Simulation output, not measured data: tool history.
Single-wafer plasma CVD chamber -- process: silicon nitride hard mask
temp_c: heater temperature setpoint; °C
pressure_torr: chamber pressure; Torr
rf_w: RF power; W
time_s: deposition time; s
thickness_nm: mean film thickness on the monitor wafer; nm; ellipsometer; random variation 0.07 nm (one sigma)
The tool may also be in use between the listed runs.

run 1 hour=0 | temp_c=415 pressure_torr=1.54 rf_w=370 time_s=15.3 | thickness_nm=21.237
run 2 hour=2.3 | temp_c=415 pressure_torr=1.54 rf_w=395 time_s=15.3 | thickness_nm=22.335
run 3 hour=7 | temp_c=415 pressure_torr=1.69 rf_w=395 time_s=15.3 | thickness_nm=23.105
run 4 hour=10.8 | temp_c=415 pressure_torr=1.57 rf_w=380 time_s=15.3 | thickness_nm=21.868
run 5 hour=16.8 | temp_c=415 pressure_torr=1.57 rf_w=380 time_s=15.3 | thickness_nm=21.936
run 6 hour=17.6 | temp_c=415 pressure_torr=1.47 rf_w=365 time_s=15.3 | thickness_nm=20.644

Run 7 comes next. What will it give?
run 7 hour=25.6 | temp_c=415 pressure_torr=1.38 rf_w=360 time_s=15.3 | thickness_nm=?

{"run 7": {"thickness_nm": 20.002}}
